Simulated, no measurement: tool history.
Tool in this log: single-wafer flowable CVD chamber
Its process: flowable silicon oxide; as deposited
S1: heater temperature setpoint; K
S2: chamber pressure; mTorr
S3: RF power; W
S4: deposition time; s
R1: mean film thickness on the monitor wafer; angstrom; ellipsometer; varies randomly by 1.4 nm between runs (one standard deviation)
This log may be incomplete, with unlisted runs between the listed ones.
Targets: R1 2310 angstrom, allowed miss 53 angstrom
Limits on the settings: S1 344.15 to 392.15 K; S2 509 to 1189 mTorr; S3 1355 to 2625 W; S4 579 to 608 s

run	hour	S1	S2	S3	S4	R1
1	0	368.15	849	1990	608	4497.4
2	4.7	368.15	849	1990	579	4333.9
3	8.1	374.15	848	1990	579	3440.4
4	15.8	378.15	847	1990	579	2931.7
5	22.1	378.15	847	1715	579	2805.9
6	25.1	380.15	847	1715	579	2642.7
7	29.3	381.15	847	1715	579	2524.5
8	35.4	384.15	846	1715	579	2241.8
9	37.8	384.15	846	1715	579	2241.8

Which of these 4 next moves meets every target?
A	40.2	384.15	814	1740	579	?
B	40.2	381.15	676	2120	579	?
C	40.2	382.15	813	1660	579	?
D	40.2	387.15	900	1710	579	?

move	R1
A	2175.4
B	2146.6
C	2293.2
D	2145.3
A: further off than the last run
B: further off than the last run
C: every result lands within tolerance
D: further off than the last run
Move C is the one to make.
